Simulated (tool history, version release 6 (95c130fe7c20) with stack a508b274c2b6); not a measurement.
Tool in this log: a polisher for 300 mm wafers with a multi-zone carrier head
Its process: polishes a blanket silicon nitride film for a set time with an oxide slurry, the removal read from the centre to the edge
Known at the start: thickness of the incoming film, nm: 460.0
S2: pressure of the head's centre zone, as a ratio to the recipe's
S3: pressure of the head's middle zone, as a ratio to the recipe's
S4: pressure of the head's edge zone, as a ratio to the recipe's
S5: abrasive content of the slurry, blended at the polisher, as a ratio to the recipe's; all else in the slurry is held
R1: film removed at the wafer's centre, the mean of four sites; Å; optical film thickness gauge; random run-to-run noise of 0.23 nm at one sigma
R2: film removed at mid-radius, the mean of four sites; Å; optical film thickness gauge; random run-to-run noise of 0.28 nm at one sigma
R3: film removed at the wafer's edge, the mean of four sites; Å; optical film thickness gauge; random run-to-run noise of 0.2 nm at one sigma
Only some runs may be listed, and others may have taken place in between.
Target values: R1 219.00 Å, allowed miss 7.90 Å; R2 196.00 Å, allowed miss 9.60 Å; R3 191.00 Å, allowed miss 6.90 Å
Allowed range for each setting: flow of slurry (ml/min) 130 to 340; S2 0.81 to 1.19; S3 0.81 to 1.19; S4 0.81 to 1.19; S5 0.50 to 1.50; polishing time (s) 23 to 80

Run 1, hour 0.0: flow of slurry (ml/min) 220, S2 1.00, S3 1.00, S4 1.00, S5 1.00, polishing time (s) 51. Result: R1 227.68 Å, R2 224.12 Å, R3 229.89 Å.
Run 2, hour 8.2: flow of slurry (ml/min) 220, S2 1.01, S3 0.99, S4 0.97, S5 0.95, polishing time (s) 51. Result: R1 221.10 Å, R2 215.84 Å, R3 219.34 Å.
Run 3, hour 11.2: flow of slurry (ml/min) 215, S2 1.02, S3 0.98, S4 0.95, S5 0.95, polishing time (s) 51. Result: R1 223.01 Å, R2 217.08 Å, R3 218.20 Å.
Run 4, hour 13.4: flow of slurry (ml/min) 215, S2 1.02, S3 0.98, S4 0.95, S5 0.95, polishing time (s) 46. Result: R1 206.21 Å, R2 192.29 Å, R3 197.79 Å.
Run 5, hour 19.7: flow of slurry (ml/min) 220, S2 1.03, S3 0.98, S4 0.94, S5 0.95, polishing time (s) 46. Result: R1 206.93 Å, R2 194.29 Å, R3 197.92 Å.
Run 6, hour 24.5: flow of slurry (ml/min) 220, S2 1.03, S3 0.98, S4 0.94, S5 0.80, polishing time (s) 46. Result: R1 186.78 Å, R2 173.95 Å, R3 180.10 Å.
Run 7, hour 29.5: flow of slurry (ml/min) 225, S2 1.05, S3 0.99, S4 0.94, S5 0.80, polishing time (s) 46. Result: R1 197.10 Å, R2 179.57 Å, R3 181.83 Å.
Run 8, hour 37.8: flow of slurry (ml/min) 230, S2 1.06, S3 1.00, S4 0.95, S5 0.80, polishing time (s) 46. Result: R1 199.94 Å, R2 178.68 Å, R3 182.05 Å.
Run 9, hour 40.0: flow of slurry (ml/min) 235, S2 1.06, S3 1.01, S4 0.95, S5 0.80, polishing time (s) 46. Result: R1 194.54 Å, R2 179.80 Å, R3 181.08 Å.
Run 10, hour 43.9: flow of slurry (ml/min) 235, S2 1.07, S3 1.02, S4 0.95, S5 0.80, polishing time (s) 46. Result: R1 200.21 Å, R2 184.86 Å, R3 183.63 Å.
Run 11, hour 48.3: flow of slurry (ml/min) 235, S2 1.08, S3 1.03, S4 0.95, S5 0.80, polishing time (s) 46. Result: R1 198.29 Å, R2 185.56 Å, R3 180.82 Å.
Run 12, hour 56.4: flow of slurry (ml/min) 240, S2 1.09, S3 1.03, S4 0.96, S5 0.80, polishing time (s) 46. Result: R1 201.83 Å, R2 187.82 Å, R3 183.73 Å.
Run 13, hour 58.5: flow of slurry (ml/min) 240, S2 1.10, S3 1.03, S4 0.96, S5 0.80, polishing time (s) 46. Result: R1 202.58 Å, R2 187.91 Å, R3 182.89 Å.
Run 14, hour 60.0: flow of slurry (ml/min) 240, S2 1.11, S3 1.03, S4 0.96, S5 0.80, polishing time (s) 46. Result: R1 201.73 Å, R2 185.14 Å, R3 184.61 Å.
Run 15, hour 64.7: flow of slurry (ml/min) 245, S2 1.12, S3 1.03, S4 0.96, S5 0.80, polishing time (s) 46. Result: R1 205.13 Å, R2 190.94 Å, R3 186.30 Å.
Run 16, hour 72.8: flow of slurry (ml/min) 245, S2 1.13, S3 1.02, S4 0.95, S5 0.80, polishing time (s) 46. Result: R1 209.41 Å, R2 186.03 Å, R3 183.81 Å.
Run 17, hour 76.3: flow of slurry (ml/min) 245, S2 1.13, S3 1.02, S4 0.95, S5 0.80, polishing time (s) 46. Result: R1 205.64 Å, R2 183.58 Å, R3 179.85 Å.

5 candidate next runs follow, results not yet known. Just one meets every target within its allowed miss. Identify it.
Run A, hour 79.8: flow of slurry (ml/min) 250, S2 1.13, S3 1.03, S4 0.95, S5 0.75, polishing time (s) 50. Result: R1 ?, R2 ?, R3 ?.
Run B, hour 79.8: flow of slurry (ml/min) 280, S2 1.10, S3 0.86, S4 1.11, S5 0.80, polishing time (s) 49. Result: R1 ?, R2 ?, R3 ?.
Run C, hour 79.8: flow of slurry (ml/min) 235, S2 1.15, S3 1.15, S4 0.92, S5 0.75, polishing time (s) 46. Result: R1 ?, R2 ?, R3 ?.
Run D, hour 79.8: flow of slurry (ml/min) 250, S2 1.06, S3 1.18, S4 0.89, S5 1.10, polishing time (s) 39. Result: R1 ?, R2 ?, R3 ?.
Run E, hour 79.8: flow of slurry (ml/min) 180, S2 1.15, S3 1.14, S4 0.96, S5 0.65, polishing time (s) 47. Result: R1 ?, R2 ?, R3 ?.

move      R1      R2      R3
   A  223.64  194.76  194.31
   B  223.45  171.95  212.08
   C  208.07  195.58  175.47
   D  198.18  206.67  178.69
   E  188.93  176.90  163.87
A: all results in spec
B: corrects the largest miss of the last run, while another result sits out of spec
C: further off than the last run
D: further off than the last run
E: further off than the last run
A meets every target.

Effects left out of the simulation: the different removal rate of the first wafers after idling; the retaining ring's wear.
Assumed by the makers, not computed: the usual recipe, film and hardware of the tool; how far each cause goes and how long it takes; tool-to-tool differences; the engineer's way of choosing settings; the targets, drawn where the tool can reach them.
